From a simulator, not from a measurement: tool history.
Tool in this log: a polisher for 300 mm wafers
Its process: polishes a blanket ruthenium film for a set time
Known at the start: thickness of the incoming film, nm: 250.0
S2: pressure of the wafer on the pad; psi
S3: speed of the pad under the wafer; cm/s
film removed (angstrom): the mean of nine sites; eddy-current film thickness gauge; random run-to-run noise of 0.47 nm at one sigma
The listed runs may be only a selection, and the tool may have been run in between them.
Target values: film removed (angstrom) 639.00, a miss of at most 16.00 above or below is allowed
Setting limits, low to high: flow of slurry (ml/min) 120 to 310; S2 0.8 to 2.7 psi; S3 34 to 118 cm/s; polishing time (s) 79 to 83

{"run": 1, "hour": 0.0, "flow of slurry (ml/min)": 200, "S2": 1.7, "S3": 76, "polishing time (s)": 79, "film removed (angstrom)": 478.87}
{"run": 2, "hour": 4.4, "flow of slurry (ml/min)": 200, "S2": 1.7, "S3": 58, "polishing time (s)": 79, "film removed (angstrom)": 403.28}
{"run": 3, "hour": 8.7, "flow of slurry (ml/min)": 205, "S2": 1.9, "S3": 58, "polishing time (s)": 79, "film removed (angstrom)": 436.51}
{"run": 4, "hour": 9.8, "flow of slurry (ml/min)": 205, "S2": 2.1, "S3": 58, "polishing time (s)": 79, "film removed (angstrom)": 472.09}
{"run": 5, "hour": 11.9, "flow of slurry (ml/min)": 210, "S2": 2.2, "S3": 58, "polishing time (s)": 79, "film removed (angstrom)": 494.6}
{"hour": 14.6, "done": "slurry nozzle cleaned"}
{"run": 6, "hour": 14.6, "flow of slurry (ml/min)": 240, "S2": 2.2, "S3": 58, "polishing time (s)": 79, "film removed (angstrom)": 526.06}
{"run": 7, "hour": 22.6, "flow of slurry (ml/min)": 255, "S2": 2.3, "S3": 58, "polishing time (s)": 79, "film removed (angstrom)": 551.14}
{"run": 8, "hour": 23.7, "flow of slurry (ml/min)": 265, "S2": 2.4, "S3": 58, "polishing time (s)": 79, "film removed (angstrom)": 573.23}
{"run": 9, "hour": 27.9, "flow of slurry (ml/min)": 270, "S2": 2.4, "S3": 58, "polishing time (s)": 79, "film removed (angstrom)": 585.6}
{"run": 10, "hour": 35.9, "flow of slurry (ml/min)": 275, "S2": 2.4, "S3": 58, "polishing time (s)": 79, "film removed (angstrom)": 573.27}
{"run": 11, "hour": 44.4, "flow of slurry (ml/min)": 275, "S2": 2.6, "S3": 58, "polishing time (s)": 79, "film removed (angstrom)": 612.51}
{"run": 12, "hour": 45.9, "flow of slurry (ml/min)": 280, "S2": 2.6, "S3": 58, "polishing time (s)": 79, "film removed (angstrom)": 617.06}

Of the 4 settings listed for the next run, only one would bring every result within its allowed miss of target. Which one?
{"run": "A", "hour": 47.4, "flow of slurry (ml/min)": 310, "S2": 2.4, "S3": 62, "polishing time (s)": 83, "film removed (angstrom)": "?"}
{"run": "B", "hour": 47.4, "flow of slurry (ml/min)": 270, "S2": 2.5, "S3": 58, "polishing time (s)": 79, "film removed (angstrom)": "?"}
{"run": "C", "hour": 47.4, "flow of slurry (ml/min)": 250, "S2": 2.3, "S3": 60, "polishing time (s)": 83, "film removed (angstrom)": "?"}
{"run": "D", "hour": 47.4, "flow of slurry (ml/min)": 245, "S2": 2.7, "S3": 50, "polishing time (s)": 82, "film removed (angstrom)": "?"}

move=A film_removed_(angstrom)=640.75
move=B film_removed_(angstrom)=596.59
move=C film_removed_(angstrom)=593.65
move=D film_removed_(angstrom)=595.92
A: meets every target
B: the biggest miss grows against the last run
C: the biggest miss grows against the last run
D: the biggest miss grows against the last run
A meets every target.
